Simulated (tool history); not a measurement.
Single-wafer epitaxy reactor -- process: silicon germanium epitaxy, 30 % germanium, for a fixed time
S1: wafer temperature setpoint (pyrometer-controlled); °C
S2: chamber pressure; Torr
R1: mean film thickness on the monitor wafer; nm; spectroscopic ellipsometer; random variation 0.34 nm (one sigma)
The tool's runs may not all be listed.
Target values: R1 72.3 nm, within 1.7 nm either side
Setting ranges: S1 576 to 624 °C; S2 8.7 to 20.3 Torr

| run | day | S1 | S2 | R1 |
|---|---|---|---|---|
| 1 | 0 | 600 | 14.5 | 53.903 |
| 2 | 0.292 | 596 | 14.5 | 50.507 |
| 3 | 0.379 | 599 | 14.6 | 53.056 |
| 4 | 0.433 | 608 | 14.6 | 61.614 |
| 5 | 0.6 | 609 | 14.6 | 62.277 |
| 6 | 0.879 | 609 | 16.5 | 67.255 |
| 7 | 1.229 | 610 | 16.5 | 67.883 |
| 8 | 1.425 | 611 | 16.5 | 68.695 |

Next run, 4 choices. One meets every target within its allowed miss, the rest don't. Which?
| A | 1.621 | 608 | 16.4 | ? |
| B | 1.621 | 610 | 15.6 | ? |
| C | 1.621 | 608 | 19.5 | ? |
| D | 1.621 | 608 | 15.8 | ? |

| move | R1 |
|---|---|
| A | 65.763 |
| B | 65.987 |
| C | 72.247 |
| D | 64.393 |
A: its largest miss is bigger than the last run's
B: its largest miss is bigger than the last run's
C: each result inside its tolerance
D: its largest miss is bigger than the last run's
Move C is the one to make.
